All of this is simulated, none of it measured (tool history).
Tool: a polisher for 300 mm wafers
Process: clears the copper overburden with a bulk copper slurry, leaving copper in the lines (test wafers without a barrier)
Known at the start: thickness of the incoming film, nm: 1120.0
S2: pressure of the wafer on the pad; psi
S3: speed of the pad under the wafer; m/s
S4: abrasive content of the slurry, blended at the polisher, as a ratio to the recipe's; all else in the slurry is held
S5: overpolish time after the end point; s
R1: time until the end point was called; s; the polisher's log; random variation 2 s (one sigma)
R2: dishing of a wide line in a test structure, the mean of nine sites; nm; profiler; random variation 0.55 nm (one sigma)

{"run": 1, "hour": 0.0, "flow of slurry (ml/min)": 260, "S2": 2.4, "S3": 1.28, "S4": 1, "S5": 21, "R1": 111.4, "R2": 87.099}
{"run": 2, "hour": 4.1, "flow of slurry (ml/min)": 260, "S2": 2, "S3": 1.28, "S4": 1, "S5": 21, "R1": 130.95, "R2": 75.18}
{"run": 3, "hour": 6.0, "flow of slurry (ml/min)": 260, "S2": 2, "S3": 1.28, "S4": 1, "S5": 14, "R1": 131.2, "R2": 59.254}
{"run": 4, "hour": 12.6, "flow of slurry (ml/min)": 265, "S2": 1.9, "S3": 1.38, "S4": 1, "S5": 13, "R1": 132.81, "R2": 56.094}
{"run": 5, "hour": 13.9, "flow of slurry (ml/min)": 285, "S2": 1.8, "S3": 1.46, "S4": 1.05, "S5": 12, "R1": 128.4, "R2": 52.926}
{"run": 6, "hour": 18.3, "flow of slurry (ml/min)": 250, "S2": 1.8, "S3": 1.46, "S4": 1.05, "S5": 12, "R1": 132.24, "R2": 54.309}
{"run": 7, "hour": 23.1, "flow of slurry (ml/min)": 270, "S2": 1.7, "S3": 1.54, "S4": 1.1, "S5": 11, "R1": 132.21, "R2": 51.087}
{"run": 8, "hour": 28.0, "flow of slurry (ml/min)": 290, "S2": 1.7, "S3": 1.6, "S4": 1.05, "S5": 10, "R1": 132.29, "R2": 47.939}
{"run": 9, "hour": 30.3, "flow of slurry (ml/min)": 305, "S2": 1.7, "S3": 1.66, "S4": 1.1, "S5": 9, "R1": 124.93, "R2": 46.307}
{"run": 10, "hour": 38.9, "flow of slurry (ml/min)": 305, "S2": 1.7, "S3": 1.66, "S4": 1.1, "S5": 9, "R1": 120.22, "R2": 46.544}

Run 11 comes next. What will it give?
{"run": 11, "hour": 40.7, "flow of slurry (ml/min)": 315, "S2": 1.7, "S3": 1.68, "S4": 1.1, "S5": 9, "R1": "?", "R2": "?"}

R1: 121.43 s
R2: 45.923 nm
